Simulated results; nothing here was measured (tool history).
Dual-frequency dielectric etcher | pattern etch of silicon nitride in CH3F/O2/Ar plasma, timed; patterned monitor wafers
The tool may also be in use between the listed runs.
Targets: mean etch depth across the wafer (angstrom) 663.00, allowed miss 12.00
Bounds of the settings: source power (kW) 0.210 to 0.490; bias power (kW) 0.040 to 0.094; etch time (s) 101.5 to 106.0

run    day  source power (kW)  bias power (kW)  etch time (s)  mean etch depth across the wafer (angstrom)
  1  0.000              0.350            0.067          101.5                                       724.80
  2  0.171              0.350            0.078          101.5                                       766.67
  3  0.279              0.350            0.078          106.0                                       795.47
  4  0.438              0.300            0.078          106.0                                       755.42
  5  0.475              0.300            0.078          101.5                                       723.89
  6  0.688              0.280            0.077          101.5                                       706.89
  7  0.725              0.270            0.076          101.5                                       688.82
  8  0.758              0.260            0.076          101.5                                       688.22
  9  1.067              0.220            0.074          101.5                                       645.77

4 next moves are on the table. One of them brings every result within its allowed miss. Which?
  A  1.375              0.220            0.082          106.0                                            ?
  B  1.375              0.270            0.068          105.0                                            ?
  C  1.375              0.210            0.071          103.5                                            ?
  D  1.375              0.210            0.080          103.5                                            ?

move  mean etch depth across the wafer (angstrom)
   A                                       701.89
   B                                       692.68
   C                                       641.17
   D                                       669.65
A: takes the result that was furthest off past its target
B: takes the result that was furthest off past its target
C: further off than the last run
D: meets every target
The right move is D.
